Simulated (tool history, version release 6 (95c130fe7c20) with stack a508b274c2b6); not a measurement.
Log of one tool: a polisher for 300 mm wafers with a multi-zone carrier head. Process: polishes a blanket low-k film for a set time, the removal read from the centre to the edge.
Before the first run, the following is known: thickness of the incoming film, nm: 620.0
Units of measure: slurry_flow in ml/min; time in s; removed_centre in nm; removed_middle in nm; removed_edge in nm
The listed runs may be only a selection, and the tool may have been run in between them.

run    day  slurry_flow  centre_zone  middle_zone  edge_zone  slurry_solids  time  removed_centre  removed_middle  removed_edge
  1      0          295            1            1          1              1    82          26.454          25.026        24.732
  2  0.042          280         0.96            1          1            0.9    76          22.704          22.175        22.029
  3  0.188          280         0.96            1          1            0.9    60          17.887           17.74        17.476
  4  0.288          280         0.96            1       0.93            0.9    60          17.959          17.773        17.147
  5  0.592          310         0.96            1       0.93            0.9    60          17.571          17.741        17.177
     0.792  -- centre zone pressure recalibrated
  6  0.792          325         0.93            1       0.92            0.8    60           16.19          17.309        16.768
  7  1.104          325         0.91         0.99        0.9           0.75    59          15.278          16.435        15.915

Run 8 is up next; what results do you expect?
  8  1.125          335         0.89         0.98       0.89            0.7    59               ?               ?             ?

removed_centre: 14.358 nm
removed_middle: 16.128 nm
removed_edge: 15.535 nm
